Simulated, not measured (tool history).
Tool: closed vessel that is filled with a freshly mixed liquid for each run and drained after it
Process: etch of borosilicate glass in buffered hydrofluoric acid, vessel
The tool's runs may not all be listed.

| run | day | temperature setpoint of the liquid (°C) | parts of 40 % ammonium fluoride to one part of 49 % hydrofluoric acid (parts by volume) | time in the liquid (s) | thickness taken off the borosilicate glass on a monitor wafer (nm) |
|---|---|---|---|---|---|
| 1 | 0 | 23 | 10.5 | 100 | 120.01 |
| 2 | 0.312 | 21 | 10.5 | 100 | 107.7 |
| 3 | 0.454 | 21 | 13.5 | 100 | 84.484 |
| 4 | 0.796 | 23 | 13.5 | 100 | 93.466 |
| 5 | 0.988 | 23 | 11.5 | 100 | 108.36 |
| 6 | 1.15 | 23 | 13.5 | 100 | 93.794 |
| 7 | 1.321 | 25.5 | 13.5 | 100 | 106.76 |
| 8 | 1.5 | 27 | 13.5 | 100 | 115.37 |
| 9 | 1.612 | 28 | 13.5 | 100 | 122.17 |
| 10 | 1.925 | 28.5 | 13.5 | 100 | 126.36 |
| 11 | 2.25 | 29 | 13.5 | 100 | 128.92 |

The next listed run, before its measurement:
| 12 | 2.312 | 29.5 | 13.5 | 100 | ? |

thickness taken off the borosilicate glass on a monitor wafer (nm): 131.66
